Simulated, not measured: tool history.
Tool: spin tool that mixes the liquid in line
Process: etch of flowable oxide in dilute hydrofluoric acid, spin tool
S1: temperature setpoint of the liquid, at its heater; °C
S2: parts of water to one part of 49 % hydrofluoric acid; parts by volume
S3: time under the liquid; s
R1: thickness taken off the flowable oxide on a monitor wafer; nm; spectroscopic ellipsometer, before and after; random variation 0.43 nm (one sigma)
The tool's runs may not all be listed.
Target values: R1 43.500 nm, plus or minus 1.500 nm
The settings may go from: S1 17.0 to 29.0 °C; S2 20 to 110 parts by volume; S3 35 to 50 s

Run 1, hour 0.0: S1 21.0 °C, S2 60 parts by volume, S3 50 s. Result: R1 20.440 nm.
Run 2, hour 2.2: S1 21.0 °C, S2 60 parts by volume, S3 50 s. Result: R1 20.736 nm.
Run 3, hour 8.0: S1 23.0 °C, S2 55 parts by volume, S3 50 s. Result: R1 25.058 nm.
Run 4, hour 13.7: S1 23.0 °C, S2 45 parts by volume, S3 50 s. Result: R1 30.304 nm.
Run 5, hour 20.0: S1 24.5 °C, S2 45 parts by volume, S3 50 s. Result: R1 32.240 nm.
Run 6, hour 26.9: S1 25.5 °C, S2 45 parts by volume, S3 50 s. Result: R1 34.286 nm.
Run 7, hour 28.8: S1 26.5 °C, S2 45 parts by volume, S3 50 s. Result: R1 35.344 nm.
Run 8, hour 30.5: S1 29.0 °C, S2 35 parts by volume, S3 50 s. Result: R1 50.382 nm.
Run 9, hour 33.1: S1 28.5 °C, S2 35 parts by volume, S3 50 s. Result: R1 49.190 nm.

Exercise: of the 5 proposed moves below, exactly one satisfies all targets within the stated allowed misses. Which move is it?
Run A, hour 35.7: S1 27.5 °C, S2 35 parts by volume, S3 50 s. Result: R1 ?.
Run B, hour 35.7: S1 29.0 °C, S2 35 parts by volume, S3 45 s. Result: R1 ?.
Run C, hour 35.7: S1 25.5 °C, S2 30 parts by volume, S3 45 s. Result: R1 ?.
Run D, hour 35.7: S1 29.0 °C, S2 40 parts by volume, S3 50 s. Result: R1 ?.
Run E, hour 35.7: S1 29.0 °C, S2 35 parts by volume, S3 40 s. Result: R1 ?.

move      R1
   A  47.748
   B  45.655
   C  46.524
   D  44.049
   E  40.582
A: gains on the last run, yet a result remains outside its allowed miss
B: gains on the last run, yet a result remains outside its allowed miss
C: gains on the last run, yet a result remains outside its allowed miss
D: every result lands within tolerance
E: takes the result that was furthest off past its target
So the answer is move D, the one that meets all the targets.
